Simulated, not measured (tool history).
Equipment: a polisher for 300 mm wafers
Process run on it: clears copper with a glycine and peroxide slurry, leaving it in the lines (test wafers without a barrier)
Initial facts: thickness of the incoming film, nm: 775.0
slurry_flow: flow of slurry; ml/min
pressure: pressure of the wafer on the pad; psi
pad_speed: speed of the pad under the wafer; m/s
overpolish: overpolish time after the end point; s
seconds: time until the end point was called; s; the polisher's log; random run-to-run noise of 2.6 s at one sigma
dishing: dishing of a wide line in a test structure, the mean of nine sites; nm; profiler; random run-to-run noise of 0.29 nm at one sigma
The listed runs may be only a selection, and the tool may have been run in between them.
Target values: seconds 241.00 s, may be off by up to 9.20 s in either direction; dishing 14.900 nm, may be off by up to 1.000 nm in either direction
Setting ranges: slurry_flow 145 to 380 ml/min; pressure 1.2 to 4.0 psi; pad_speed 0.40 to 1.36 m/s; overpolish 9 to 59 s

run	hour	slurry_flow	pressure	pad_speed	overpolish	seconds	dishing
1	0.0	245	2.6	0.88	30	132.88	25.482
2	8.5	235	2.4	0.86	28	144.63	23.701
3	16.5	225	2.3	0.84	26	153.65	24.537
4	19.6	225	2.3	0.92	26	138.44	24.722
5	22.0	270	2.3	0.92	26	136.21	25.046
6	29.2	270	2.9	0.92	26	118.83	24.741
7	37.3	255	2.8	0.86	24	132.46	24.683
8	40.4	245	2.6	0.84	22	137.46	24.187
9	42.4	235	2.5	0.80	21	148.75	24.048
10	46.8	225	2.5	0.76	20	157.25	24.596
11	47.7	215	2.4	0.76	19	156.93	23.999
12	49.2	205	2.3	0.74	18	170.95	23.751
13	55.2	200	2.2	0.74	17	171.90	23.121
14	62.7	195	2.1	0.74	16	175.74	22.795
15	67.0	190	2.0	0.74	15	181.58	21.714
16	75.5	185	1.9	0.74	14	186.69	21.653
17	84.0	180	1.8	0.74	13	196.81	20.044
18	89.7	175	1.7	0.74	13	204.40	19.779
19	94.2	170	1.6	0.74	13	211.07	19.791

Exactly one of the 5 candidate moves below puts every result within its allowed miss. Which one?
A	98.7	200	2.2	0.72	24	?	?
B	98.7	145	1.2	0.86	9	?	?
C	98.7	145	1.2	0.70	14	?	?
D	98.7	195	2.5	0.40	37	?	?
E	98.7	155	1.3	0.72	9	?	?

move	seconds	dishing
A	174.64	25.031
B	218.57	15.671
C	250.68	19.052
D	245.47	27.973
E	234.95	15.157
A: lands further from the targets than the last run did
B: the worst result of the last run now meets its target, but another is out of spec
C: nearer the targets than the last run, but a result is still out of spec
D: lands further from the targets than the last run did
E: every result lands within tolerance
Move E is the one to make.

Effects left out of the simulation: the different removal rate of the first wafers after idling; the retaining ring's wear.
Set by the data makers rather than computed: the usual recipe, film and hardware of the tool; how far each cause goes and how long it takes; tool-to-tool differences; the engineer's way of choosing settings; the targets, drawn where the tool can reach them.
